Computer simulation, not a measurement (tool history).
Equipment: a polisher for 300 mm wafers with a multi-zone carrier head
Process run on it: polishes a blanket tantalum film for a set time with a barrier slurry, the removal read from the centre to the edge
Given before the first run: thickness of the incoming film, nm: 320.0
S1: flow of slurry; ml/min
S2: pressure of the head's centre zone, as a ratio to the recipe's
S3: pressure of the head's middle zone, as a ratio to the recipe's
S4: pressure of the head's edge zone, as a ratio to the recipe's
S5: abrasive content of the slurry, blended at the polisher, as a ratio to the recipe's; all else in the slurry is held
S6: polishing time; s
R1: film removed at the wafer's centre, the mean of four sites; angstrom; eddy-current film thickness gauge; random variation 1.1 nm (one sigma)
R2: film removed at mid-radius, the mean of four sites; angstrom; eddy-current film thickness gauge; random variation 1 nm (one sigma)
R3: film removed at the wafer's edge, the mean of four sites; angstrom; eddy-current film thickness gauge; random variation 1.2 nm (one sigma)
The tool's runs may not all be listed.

| run | hour | S1 | S2 | S3 | S4 | S5 | S6 | R1 | R2 | R3 |
|---|---|---|---|---|---|---|---|---|---|---|
| 1 | 0 | 310 | 1 | 1 | 1 | 1 | 65 | 962.73 | 964.3 | 1039.1 |
| 2 | 8.8 | 315 | 1.04 | 0.96 | 0.97 | 0.85 | 63 | 929.49 | 842.24 | 913.31 |
| 3 | 10.3 | 315 | 1.01 | 0.96 | 0.97 | 0.85 | 63 | 886.24 | 848.95 | 888.95 |
| 4 | 11 | 310 | 1.02 | 0.91 | 0.97 | 0.8 | 63 | 882.43 | 816.77 | 882.09 |
| 5 | 18.3 | 310 | 1.04 | 0.88 | 0.97 | 0.75 | 62 | 840.25 | 758.44 | 858.71 |
| 6 | 23.5 | 310 | 1.04 | 0.93 | 0.97 | 0.75 | 62 | 839.85 | 792.23 | 836.09 |
| 7 | 24.2 | 315 | 1.07 | 0.9 | 0.96 | 0.75 | 62 | 871.96 | 756.61 | 846.52 |

Run 8 is up next; what results do you expect?
| 8 | 28 | 315 | 1.08 | 0.89 | 0.95 | 0.75 | 62 | ? | ? | ? |

Run 8 came out at R1 896.43 angstrom, R2 762.99 angstrom, R3 852.01 angstrom.
